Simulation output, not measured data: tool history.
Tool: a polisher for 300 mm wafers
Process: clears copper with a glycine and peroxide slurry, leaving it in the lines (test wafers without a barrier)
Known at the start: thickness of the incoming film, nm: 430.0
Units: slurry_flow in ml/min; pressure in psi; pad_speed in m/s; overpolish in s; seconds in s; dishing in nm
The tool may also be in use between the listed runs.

Run 1, hour 0: slurry_flow 190 ml/min, pressure 2.2 psi, pad_speed 1.26 m/s, overpolish 11 s. Result: seconds 74.958 s, dishing 43.435 nm.
Run 2, hour 5.6: slurry_flow 190 ml/min, pressure 2.6 psi, pad_speed 1.3 m/s, overpolish 12 s. Result: seconds 65.701 s, dishing 53.436 nm.
Run 3, hour 12.6: slurry_flow 195 ml/min, pressure 2.9 psi, pad_speed 1.38 m/s, overpolish 13 s. Result: seconds 58.034 s, dishing 62.435 nm.
Run 4, hour 14.3: slurry_flow 195 ml/min, pressure 2.5 psi, pad_speed 1.38 m/s, overpolish 13 s. Result: seconds 64.31 s, dishing 57.97 nm.
Run 5, hour 15.7: slurry_flow 195 ml/min, pressure 2.8 psi, pad_speed 1.44 m/s, overpolish 13 s. Result: seconds 56.244 s, dishing 63.753 nm.
Run 6, hour 18.3: slurry_flow 195 ml/min, pressure 3 psi, pad_speed 1.46 m/s, overpolish 14 s. Result: seconds 52.629 s, dishing 70.14 nm.
Run 7, hour 21.6: slurry_flow 195 ml/min, pressure 3.2 psi, pad_speed 1.48 m/s, overpolish 14 s. Result: seconds 48.947 s, dishing 74.596 nm.

Forecast run 8:
Run 8, hour 25.7: slurry_flow 195 ml/min, pressure 3.3 psi, pad_speed 1.5 m/s, overpolish 14 s. Result: seconds ?, dishing ?.

Run 8 gave seconds 47.447 s, dishing 75.694 nm.

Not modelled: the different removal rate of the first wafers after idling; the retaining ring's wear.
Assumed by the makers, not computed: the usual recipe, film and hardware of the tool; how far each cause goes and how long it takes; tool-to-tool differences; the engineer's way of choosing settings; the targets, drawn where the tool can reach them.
